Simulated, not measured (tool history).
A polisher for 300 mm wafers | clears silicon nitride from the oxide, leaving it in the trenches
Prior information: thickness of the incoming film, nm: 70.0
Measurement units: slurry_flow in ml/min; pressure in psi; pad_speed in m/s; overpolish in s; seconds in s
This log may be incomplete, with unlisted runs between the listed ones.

run  hour  slurry_flow  pressure  pad_speed  overpolish  seconds
  1     0          240       2.8       1.06          32   62.489
  2   5.7          240       2.8       1.06          32   62.262
  3  13.1          240       2.8       1.06          32   62.457
  4  16.8          240       2.6       1.02          32   70.314
  5  21.4          240       2.4          1          32   75.238
  6  24.7          240       2.2       0.96          32   79.606
  7  31.9          240       2.2       0.96          32   78.651
  8  32.5          240       2.1        0.9          32   85.527
  9  36.6          235       1.3       0.72          32    146.7

The next listed run, before its measurement:
 10  38.4          235       1.4       0.72          32        ?

{"run 10": {"seconds": 138.53}}
